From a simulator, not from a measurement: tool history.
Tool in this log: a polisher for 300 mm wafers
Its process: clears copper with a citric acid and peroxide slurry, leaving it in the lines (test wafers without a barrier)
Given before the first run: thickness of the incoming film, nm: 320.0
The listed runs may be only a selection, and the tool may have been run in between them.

run  hour  flow of slurry (ml/min)  pressure of the wafer on the pad (kPa)  speed of the pad under the wafer (cm/s)  abrasive content of the slurry  overpolish time after the end point (s)  time until the end point was called (s)  dishing of a wide line in a test structure (Å)
  1     0                      165                                    13.8                                      134                               1                                       22                                   166.82                                          132.05
  2     1                      170                                    14.5                                      134                               1                                       20                                   156.36                                          127.04
  3     6                      175                                    15.2                                      134                               1                                       20                                   150.26                                          132.33
  4   9.3                      175                                    15.9                                      134                               1                                       18                                   144.07                                          126.86
  5  13.2                      175                                    13.8                                      134                               1                                       18                                   165.74                                          122.22
  6  14.2                      175                                    14.5                                      134                               1                                       17                                   155.94                                          123.56
  7  21.9                      200                                    18.6                                      138                               1                                        7                                   115.87                                          92.381
  8    30                      195                                    18.6                                      140                               1                                        8                                   116.78                                          100.16
  9  34.2                      170                                    21.4                                      144                            0.95                                       18                                   100.86                                          137.75
 10  41.9                      180                                    21.4                                      144                            0.95                                       17                                    100.4                                          137.87

Run 11 is up next; what results do you expect?
 11  46.4                      180                                    20.7                                      144                               1                                       16                                        ?                                               ?

time until the end point was called (s): 102.95
dishing of a wide line in a test structure (Å): 137

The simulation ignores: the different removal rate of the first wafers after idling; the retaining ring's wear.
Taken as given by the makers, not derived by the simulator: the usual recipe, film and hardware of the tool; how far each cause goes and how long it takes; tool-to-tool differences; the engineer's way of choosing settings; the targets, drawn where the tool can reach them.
